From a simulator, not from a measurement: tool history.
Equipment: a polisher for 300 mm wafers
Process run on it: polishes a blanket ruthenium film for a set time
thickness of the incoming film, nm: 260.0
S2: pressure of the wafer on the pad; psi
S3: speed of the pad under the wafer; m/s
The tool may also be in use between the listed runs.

run 1 hour=0.0 | flow_of_slurry_(ml/min)=140 S2=2.4 S3=0.90 polishing_time_(s)=21 | film_removed_(Å)=287.54
run 2 hour=5.2 | flow_of_slurry_(ml/min)=145 S2=2.8 S3=0.90 polishing_time_(s)=21 | film_removed_(Å)=323.50
run 3 hour=8.4 | flow_of_slurry_(ml/min)=110 S2=2.8 S3=0.90 polishing_time_(s)=21 | film_removed_(Å)=303.84
run 4 hour=15.2 | flow_of_slurry_(ml/min)=85 S2=2.8 S3=0.90 polishing_time_(s)=21 | film_removed_(Å)=281.73
run 5 hour=18.0 | flow_of_slurry_(ml/min)=85 S2=2.3 S3=0.90 polishing_time_(s)=21 | film_removed_(Å)=235.18
run 6 hour=23.7 | flow_of_slurry_(ml/min)=85 S2=2.6 S3=0.90 polishing_time_(s)=21 | film_removed_(Å)=264.41
-- hour=30.6 head pressure recalibrated
run 7 hour=30.6 | flow_of_slurry_(ml/min)=115 S2=3.2 S3=1.06 polishing_time_(s)=21 | film_removed_(Å)=356.63

Expected results for the next run?
run 8 hour=34.0 | flow_of_slurry_(ml/min)=135 S2=3.4 S3=1.08 polishing_time_(s)=21 | film_removed_(Å)=?

Run 8 measured film removed (Å) 413.30.

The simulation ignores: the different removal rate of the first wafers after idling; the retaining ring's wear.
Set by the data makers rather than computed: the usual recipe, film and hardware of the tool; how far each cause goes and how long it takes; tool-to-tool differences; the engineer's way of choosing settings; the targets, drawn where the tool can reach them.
